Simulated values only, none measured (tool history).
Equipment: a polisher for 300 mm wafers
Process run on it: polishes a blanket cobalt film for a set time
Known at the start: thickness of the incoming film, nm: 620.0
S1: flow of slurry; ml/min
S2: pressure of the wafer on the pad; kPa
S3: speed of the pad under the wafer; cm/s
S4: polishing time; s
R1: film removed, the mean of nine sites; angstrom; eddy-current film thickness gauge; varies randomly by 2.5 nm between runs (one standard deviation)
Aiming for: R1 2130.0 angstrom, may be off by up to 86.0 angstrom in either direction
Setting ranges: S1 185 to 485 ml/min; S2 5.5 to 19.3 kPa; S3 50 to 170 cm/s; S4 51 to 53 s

run,hour,S1,S2,S3,S4,R1
1,0.0,310,12.4,110,51,3112.5
2,2.0,340,12.4,110,51,3163.9
3,10.3,340,11.0,110,51,2922.7
4,17.1,335,10.3,110,51,2709.5
5,25.7,370,10.3,110,51,2692.9
6,32.6,370,9.0,108,51,2458.2
7,38.4,370,6.2,106,51,1857.2
8,40.7,375,6.9,106,51,2007.2

Exercise: of the 5 proposed moves below, exactly one satisfies all targets within the stated allowed misses. Which move is it?
A,43.0,455,6.2,136,52,?
B,43.0,375,6.2,104,51,?
C,43.0,430,7.6,88,53,?
D,43.0,365,6.2,116,53,?
E,43.0,410,8.3,80,51,?

move,R1
A,2331.8
B,1823.3
C,1915.7
D,2060.6
E,1817.0
A: moves the result that the last run missed by most past its target, out the other side
B: the biggest miss grows against the last run
C: the biggest miss grows against the last run
D: hits every target within its allowed miss
E: the biggest miss grows against the last run
D meets every target.
